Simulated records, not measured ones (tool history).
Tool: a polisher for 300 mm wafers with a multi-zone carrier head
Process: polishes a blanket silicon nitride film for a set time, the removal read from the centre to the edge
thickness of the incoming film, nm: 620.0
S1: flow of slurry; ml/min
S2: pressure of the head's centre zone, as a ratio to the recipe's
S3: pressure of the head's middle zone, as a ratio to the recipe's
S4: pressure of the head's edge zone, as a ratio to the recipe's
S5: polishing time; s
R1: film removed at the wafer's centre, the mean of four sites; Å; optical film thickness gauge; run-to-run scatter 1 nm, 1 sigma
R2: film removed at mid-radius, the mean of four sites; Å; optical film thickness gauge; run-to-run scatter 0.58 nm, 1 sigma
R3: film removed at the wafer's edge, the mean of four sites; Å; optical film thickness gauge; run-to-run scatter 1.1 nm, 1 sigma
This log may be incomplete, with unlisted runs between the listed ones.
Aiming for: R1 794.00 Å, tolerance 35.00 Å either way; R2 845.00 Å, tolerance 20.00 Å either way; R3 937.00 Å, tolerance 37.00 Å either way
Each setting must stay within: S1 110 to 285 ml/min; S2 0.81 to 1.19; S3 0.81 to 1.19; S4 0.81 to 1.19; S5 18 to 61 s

run,hour,S1,S2,S3,S4,S5,R1,R2,R3
1,0.0,180,1.00,1.00,1.00,39,1040.70,1066.40,1036.20
2,3.5,145,1.00,1.00,1.00,39,993.65,1015.40,1013.70
3,12.3,145,0.96,1.00,1.00,39,925.43,1022.00,1012.30
4,20.3,125,0.96,1.00,1.00,39,908.89,977.45,980.23
5,23.0,125,0.96,1.04,1.00,39,923.34,1024.20,985.77
6,24.1,125,0.95,1.02,1.00,39,893.66,1009.40,984.23
7,32.5,125,0.95,1.00,1.00,39,891.03,992.28,959.55
8,36.5,125,0.95,0.98,1.02,39,901.91,962.74,967.96
9,44.3,125,0.94,0.97,1.03,39,885.62,958.08,973.51
10,45.7,125,0.93,0.96,1.04,39,875.96,952.90,1008.50
11,46.6,125,0.93,0.95,1.03,39,902.78,947.39,985.73
12,55.5,125,0.92,0.94,1.03,39,887.39,924.86,981.85
13,59.2,125,0.91,0.93,1.03,39,862.40,921.16,1006.10
14,65.3,115,0.90,0.92,1.02,38,806.59,875.23,936.25

Of the 4 settings listed for the next run, only one would bring every result within its allowed miss of target. Which one?
A,71.4,115,0.81,0.86,1.04,41,?,?,?
B,71.4,120,0.93,0.96,1.17,35,?,?,?
C,71.4,110,0.81,0.98,1.01,39,?,?,?
D,71.4,160,0.90,0.81,1.18,38,?,?,?

move,R1,R2,R3
A,803.34,896.71,1031.70
B,784.01,848.72,937.59
C,752.71,937.94,957.80
D,894.50,858.42,1076.00
A: misses by more than the last run did
B: each result inside its tolerance
C: misses by more than the last run did
D: brings the result that was furthest off to its target, and leaves another outside
B is the move that brings every result within its allowed miss.

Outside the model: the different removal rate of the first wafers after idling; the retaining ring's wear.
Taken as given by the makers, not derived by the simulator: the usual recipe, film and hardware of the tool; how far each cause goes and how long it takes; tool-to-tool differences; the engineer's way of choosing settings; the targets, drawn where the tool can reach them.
